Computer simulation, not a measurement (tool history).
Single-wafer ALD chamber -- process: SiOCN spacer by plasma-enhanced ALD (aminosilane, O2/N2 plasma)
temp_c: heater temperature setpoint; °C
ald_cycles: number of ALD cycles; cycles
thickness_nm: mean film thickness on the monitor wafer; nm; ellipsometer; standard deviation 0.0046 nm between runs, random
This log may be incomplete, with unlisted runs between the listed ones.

Run 1, hour 0.0: temp_c 390 °C, ald_cycles 44 cycles. Result: thickness_nm 2.6348 nm.
Run 2, hour 1.9: temp_c 382 °C, ald_cycles 44 cycles. Result: thickness_nm 2.6446 nm.
Run 3, hour 9.4: temp_c 378 °C, ald_cycles 44 cycles. Result: thickness_nm 2.6354 nm.
Run 4, hour 16.7: temp_c 378 °C, ald_cycles 40 cycles. Result: thickness_nm 2.3989 nm.
Run 5, hour 23.7: temp_c 374 °C, ald_cycles 40 cycles. Result: thickness_nm 2.4013 nm.
Run 6, hour 25.6: temp_c 374 °C, ald_cycles 42 cycles. Result: thickness_nm 2.5162 nm.
Run 7, hour 30.6: temp_c 374 °C, ald_cycles 35 cycles. Result: thickness_nm 2.1023 nm.

Run 8 comes next. What will it give?
Run 8, hour 37.6: temp_c 374 °C, ald_cycles 34 cycles. Result: thickness_nm ?.

thickness_nm: 2.0362 nm
